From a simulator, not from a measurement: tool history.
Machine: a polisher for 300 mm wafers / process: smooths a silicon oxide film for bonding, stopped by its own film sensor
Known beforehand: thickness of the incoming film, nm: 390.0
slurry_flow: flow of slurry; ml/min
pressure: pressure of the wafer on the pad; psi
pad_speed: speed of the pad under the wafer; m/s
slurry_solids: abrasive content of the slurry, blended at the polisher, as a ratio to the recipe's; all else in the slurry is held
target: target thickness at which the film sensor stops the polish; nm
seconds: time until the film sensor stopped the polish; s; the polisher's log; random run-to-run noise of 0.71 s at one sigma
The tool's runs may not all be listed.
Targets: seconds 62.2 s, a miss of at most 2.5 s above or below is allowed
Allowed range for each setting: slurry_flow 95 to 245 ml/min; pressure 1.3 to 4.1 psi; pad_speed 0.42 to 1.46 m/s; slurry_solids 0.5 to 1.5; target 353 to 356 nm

{"run": 1, "day": 0.0, "slurry_flow": 155, "pressure": 2.7, "pad_speed": 0.94, "slurry_solids": 1, "target": 353, "seconds": 45.173}
{"run": 2, "day": 0.275, "slurry_flow": 155, "pressure": 2.7, "pad_speed": 0.94, "slurry_solids": 1, "target": 353, "seconds": 44.426}
{"run": 3, "day": 0.338, "slurry_flow": 155, "pressure": 2.6, "pad_speed": 0.94, "slurry_solids": 1, "target": 353, "seconds": 47.178}
{"run": 4, "day": 0.567, "slurry_flow": 155, "pressure": 2.3, "pad_speed": 0.94, "slurry_solids": 1, "target": 353, "seconds": 52.202}
{"run": 5, "day": 0.667, "slurry_flow": 190, "pressure": 2.3, "pad_speed": 0.94, "slurry_solids": 1, "target": 353, "seconds": 51.496}
{"day": 1.021, "done": "slurry blender recalibrated"}
{"run": 6, "day": 1.021, "slurry_flow": 190, "pressure": 2.3, "pad_speed": 0.94, "slurry_solids": 0.9, "target": 353, "seconds": 48.034}
{"run": 7, "day": 1.333, "slurry_flow": 185, "pressure": 2.2, "pad_speed": 0.94, "slurry_solids": 0.9, "target": 353, "seconds": 50.439}
{"run": 8, "day": 1.475, "slurry_flow": 160, "pressure": 1.6, "pad_speed": 0.92, "slurry_solids": 0.9, "target": 353, "seconds": 71.802}
{"run": 9, "day": 1.5, "slurry_flow": 165, "pressure": 1.6, "pad_speed": 0.92, "slurry_solids": 0.9, "target": 353, "seconds": 70.331}

Which one of the following 5 next-run settings gets every result inside its allowed miss? There is exactly one.
{"run": "A", "day": 1.525, "slurry_flow": 165, "pressure": 1.7, "pad_speed": 0.96, "slurry_solids": 0.9, "target": 355, "seconds": "?"}
{"run": "B", "day": 1.525, "slurry_flow": 165, "pressure": 2, "pad_speed": 0.94, "slurry_solids": 1, "target": 356, "seconds": "?"}
{"run": "C", "day": 1.525, "slurry_flow": 135, "pressure": 1.4, "pad_speed": 0.88, "slurry_solids": 1, "target": 355, "seconds": "?"}
{"run": "D", "day": 1.525, "slurry_flow": 180, "pressure": 1.7, "pad_speed": 0.9, "slurry_solids": 0.7, "target": 356, "seconds": "?"}
{"run": "E", "day": 1.525, "slurry_flow": 190, "pressure": 1.7, "pad_speed": 0.9, "slurry_solids": 1.15, "target": 356, "seconds": "?"}

move=A seconds=61.514
move=B seconds=50.11
move=C seconds=78.855
move=D seconds=67.08
move=E seconds=56.331
A: every result lands within tolerance
B: pushes the last run's worst result past its target
C: lands further from the targets than the last run did
D: closes in on the targets versus the last run, not all within tolerance yet
E: pushes the last run's worst result past its target
Answer: A
